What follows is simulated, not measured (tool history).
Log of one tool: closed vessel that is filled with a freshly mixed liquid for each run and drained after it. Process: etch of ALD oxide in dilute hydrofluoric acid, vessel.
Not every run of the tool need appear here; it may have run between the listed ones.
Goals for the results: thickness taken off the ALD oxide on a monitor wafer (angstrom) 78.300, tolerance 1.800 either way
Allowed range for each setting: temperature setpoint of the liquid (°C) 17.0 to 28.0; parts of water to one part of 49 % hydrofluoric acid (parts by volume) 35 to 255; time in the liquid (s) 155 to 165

| run | day | temperature setpoint of the liquid (°C) | parts of water to one part of 49 % hydrofluoric acid (parts by volume) | time in the liquid (s) | thickness taken off the ALD oxide on a monitor wafer (angstrom) |
|---|---|---|---|---|---|
| 1 | 0.000 | 20.0 | 145 | 155 | 143.710 |
| 2 | 0.367 | 20.0 | 145 | 155 | 143.370 |
| 3 | 0.500 | 20.0 | 145 | 165 | 152.850 |
| 4 | 0.804 | 19.5 | 160 | 165 | 134.490 |
| 5 | 0.854 | 19.0 | 170 | 165 | 122.250 |
| 6 | 1.117 | 17.5 | 170 | 165 | 116.150 |
| 7 | 1.292 | 17.5 | 180 | 165 | 107.590 |
| 8 | 1.342 | 17.5 | 190 | 165 | 101.230 |
| 9 | 1.467 | 17.5 | 195 | 165 | 98.351 |
| 10 | 1.812 | 17.5 | 200 | 165 | 95.417 |
| 11 | 2.067 | 17.5 | 205 | 165 | 92.774 |
| 12 | 2.133 | 17.5 | 210 | 165 | 89.373 |
| 13 | 2.517 | 17.5 | 215 | 165 | 87.294 |
| 14 | 2.708 | 17.5 | 220 | 165 | 85.029 |
| 15 | 2.829 | 17.0 | 225 | 165 | 81.049 |

Which single option among these 5 for the next run brings every result within its allowed miss of target? Just one does.
| A | 2.950 | 20.5 | 255 | 155 | ? |
| B | 2.950 | 17.0 | 220 | 155 | ? |
| C | 2.950 | 17.0 | 210 | 160 | ? |
| D | 2.950 | 17.0 | 235 | 160 | ? |
| E | 2.950 | 17.0 | 235 | 155 | ? |

| move | thickness taken off the ALD oxide on a monitor wafer (angstrom) |
|---|---|
| A | 74.773 |
| B | 78.262 |
| C | 85.400 |
| D | 74.627 |
| E | 72.295 |
A: pushes the last run's worst result past its target
B: hits every target within its allowed miss
C: further off than the last run
D: pushes the last run's worst result past its target
E: pushes the last run's worst result past its target
The right move is B.

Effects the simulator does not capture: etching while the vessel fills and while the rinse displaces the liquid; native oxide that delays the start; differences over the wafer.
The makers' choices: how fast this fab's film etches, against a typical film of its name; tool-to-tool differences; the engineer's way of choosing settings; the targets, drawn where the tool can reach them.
